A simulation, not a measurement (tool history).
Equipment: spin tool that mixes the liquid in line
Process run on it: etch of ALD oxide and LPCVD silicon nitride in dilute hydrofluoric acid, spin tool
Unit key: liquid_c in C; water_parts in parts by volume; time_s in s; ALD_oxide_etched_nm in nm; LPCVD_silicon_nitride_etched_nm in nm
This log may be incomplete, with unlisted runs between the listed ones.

run,day,liquid_c,water_parts,time_s,ALD_oxide_etched_nm,LPCVD_silicon_nitride_etched_nm
1,0.000,21.0,70,60,14.118,0.29299
2,0.167,18.5,70,60,12.541,0.28063
3,0.367,18.5,70,50,10.511,0.24909
4,0.642,20.5,65,50,12.289,0.32239
5,0.762,22.0,60,50,14.462,0.37419
6,0.958,22.0,60,60,17.311,0.44079

Estimate the outcome of run 7 from the log above:
7,1.300,23.0,60,60,?,?

{"run 7": {"ALD_oxide_etched_nm": 17.872, "LPCVD_silicon_nitride_etched_nm": 0.45977}}
